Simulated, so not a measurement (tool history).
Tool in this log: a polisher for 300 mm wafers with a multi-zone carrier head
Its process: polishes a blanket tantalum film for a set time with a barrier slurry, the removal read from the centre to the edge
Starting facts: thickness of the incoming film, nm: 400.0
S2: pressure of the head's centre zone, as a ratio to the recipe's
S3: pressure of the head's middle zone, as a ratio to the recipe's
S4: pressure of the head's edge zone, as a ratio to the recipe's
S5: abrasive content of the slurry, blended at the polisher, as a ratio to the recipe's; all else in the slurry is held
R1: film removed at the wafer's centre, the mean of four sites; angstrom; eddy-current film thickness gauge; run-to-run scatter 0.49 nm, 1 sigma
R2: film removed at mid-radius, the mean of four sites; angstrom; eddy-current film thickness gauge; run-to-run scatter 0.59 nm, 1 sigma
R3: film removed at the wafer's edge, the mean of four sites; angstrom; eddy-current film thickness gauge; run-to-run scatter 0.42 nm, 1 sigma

{"run": 1, "day": 0.0, "flow of slurry (ml/min)": 300, "S2": 1.0, "S3": 1.0, "S4": 1.0, "S5": 1.0, "polishing time (s)": 53, "R1": 357.12, "R2": 366.93, "R3": 356.1}
{"run": 2, "day": 0.058, "flow of slurry (ml/min)": 300, "S2": 1.0, "S3": 1.05, "S4": 1.0, "S5": 1.0, "polishing time (s)": 53, "R1": 356.96, "R2": 373.65, "R3": 361.02}
{"run": 3, "day": 0.117, "flow of slurry (ml/min)": 305, "S2": 1.0, "S3": 1.07, "S4": 1.0, "S5": 1.05, "polishing time (s)": 55, "R1": 373.01, "R2": 407.5, "R3": 379.68}
{"run": 4, "day": 0.279, "flow of slurry (ml/min)": 305, "S2": 1.01, "S3": 1.08, "S4": 1.02, "S5": 1.1, "polishing time (s)": 56, "R1": 384.35, "R2": 414.79, "R3": 393.1}
{"run": 5, "day": 0.4, "flow of slurry (ml/min)": 305, "S2": 1.01, "S3": 1.08, "S4": 1.02, "S5": 1.1, "polishing time (s)": 49, "R1": 341.48, "R2": 372.74, "R3": 342.06}
{"run": 6, "day": 0.65, "flow of slurry (ml/min)": 305, "S2": 1.01, "S3": 1.08, "S4": 1.02, "S5": 1.2, "polishing time (s)": 49, "R1": 342.45, "R2": 366.73, "R3": 347.84}
{"run": 7, "day": 0.833, "flow of slurry (ml/min)": 315, "S2": 1.01, "S3": 1.09, "S4": 1.03, "S5": 1.25, "polishing time (s)": 51, "R1": 361.51, "R2": 392.39, "R3": 371.68}
{"run": 8, "day": 0.892, "flow of slurry (ml/min)": 325, "S2": 1.01, "S3": 1.1, "S4": 1.04, "S5": 1.3, "polishing time (s)": 53, "R1": 380.12, "R2": 410.27, "R3": 385.33}
{"run": 9, "day": 1.183, "flow of slurry (ml/min)": 320, "S2": 1.01, "S3": 1.11, "S4": 1.04, "S5": 1.3, "polishing time (s)": 55, "R1": 394.5, "R2": 435.57, "R3": 402.65}
{"run": 10, "day": 1.275, "flow of slurry (ml/min)": 320, "S2": 1.01, "S3": 1.11, "S4": 1.05, "S5": 1.3, "polishing time (s)": 57, "R1": 409.69, "R2": 448.12, "R3": 420.02}
{"day": 1.638, "done": "worn pad replaced by a new one"}
{"run": 11, "day": 1.638, "flow of slurry (ml/min)": 320, "S2": 1.01, "S3": 1.12, "S4": 1.06, "S5": 1.3, "polishing time (s)": 59, "R1": 448.3, "R2": 502.41, "R3": 461.5}
{"run": 12, "day": 1.908, "flow of slurry (ml/min)": 320, "S2": 1.01, "S3": 1.12, "S4": 1.07, "S5": 1.3, "polishing time (s)": 59, "R1": 442.39, "R2": 487.44, "R3": 470.69}

Forecast run 13:
{"run": 13, "day": 2.162, "flow of slurry (ml/min)": 325, "S2": 1.01, "S3": 1.13, "S4": 1.07, "S5": 1.3, "polishing time (s)": 60, "R1": "?", "R2": "?", "R3": "?"}

{"run 13": {"R1": 457.04, "R2": 504.86, "R3": 475.96}}

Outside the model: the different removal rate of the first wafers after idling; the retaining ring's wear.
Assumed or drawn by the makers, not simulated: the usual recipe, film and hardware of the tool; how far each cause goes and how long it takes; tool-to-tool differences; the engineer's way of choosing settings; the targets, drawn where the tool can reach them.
